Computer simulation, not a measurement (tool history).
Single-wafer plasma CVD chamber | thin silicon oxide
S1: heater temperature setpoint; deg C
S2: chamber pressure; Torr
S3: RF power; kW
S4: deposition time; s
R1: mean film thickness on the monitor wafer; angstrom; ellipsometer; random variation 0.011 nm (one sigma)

| run | hour | S1 | S2 | S3 | S4 | R1 |
|---|---|---|---|---|---|---|
| 1 | 0.0 | 425 | 0.878 | 0.220 | 2.62 | 47.298 |
| 2 | 8.6 | 425 | 0.920 | 0.220 | 2.62 | 48.860 |
| 3 | 13.9 | 425 | 0.828 | 0.220 | 2.62 | 45.191 |
| 4 | 18.4 | 431 | 0.828 | 0.220 | 2.62 | 45.161 |
| 5 | 22.3 | 431 | 0.828 | 0.220 | 2.49 | 42.753 |
| 6 | 29.0 | 431 | 0.954 | 0.220 | 2.49 | 47.365 |
| 7 | 34.9 | 431 | 1.003 | 0.220 | 2.49 | 49.117 |

Forecast run 8:
| 8 | 40.3 | 431 | 1.040 | 0.220 | 2.49 | ? |

R1: 49.994 angstrom

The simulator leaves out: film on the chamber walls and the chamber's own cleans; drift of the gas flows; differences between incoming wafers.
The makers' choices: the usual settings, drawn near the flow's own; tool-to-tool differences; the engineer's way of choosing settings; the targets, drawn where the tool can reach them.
